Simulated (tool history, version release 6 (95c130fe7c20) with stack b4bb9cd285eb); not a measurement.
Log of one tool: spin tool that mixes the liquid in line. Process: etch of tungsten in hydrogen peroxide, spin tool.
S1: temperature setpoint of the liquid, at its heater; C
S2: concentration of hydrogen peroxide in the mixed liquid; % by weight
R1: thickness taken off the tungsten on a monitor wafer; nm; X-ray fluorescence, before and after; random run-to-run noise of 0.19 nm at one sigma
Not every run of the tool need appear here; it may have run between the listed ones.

run 1 day=0 | S1=51 S2=18 time_under_the_liquid_(s)=45 | R1=37.388
run 2 day=0.321 | S1=49 S2=18 time_under_the_liquid_(s)=45 | R1=33.527
run 3 day=0.396 | S1=47 S2=18 time_under_the_liquid_(s)=45 | R1=29.544
run 4 day=0.721 | S1=47 S2=20.5 time_under_the_liquid_(s)=45 | R1=31.935
-- day=1.008 peroxide flow meter replaced
run 5 day=1.008 | S1=45.5 S2=20.5 time_under_the_liquid_(s)=45 | R1=27.965
run 6 day=1.112 | S1=44.5 S2=20.5 time_under_the_liquid_(s)=45 | R1=26.218
run 7 day=1.229 | S1=43.5 S2=20.5 time_under_the_liquid_(s)=45 | R1=24.605
run 8 day=1.404 | S1=43 S2=20.5 time_under_the_liquid_(s)=45 | R1=23.569
run 9 day=1.446 | S1=42.5 S2=20.5 time_under_the_liquid_(s)=45 | R1=22.724

Predict the results of run 10:
run 10 day=1.55 | S1=42 S2=20.5 time_under_the_liquid_(s)=45 | R1=?

For run 10 the tool returned R1 22.033 nm.
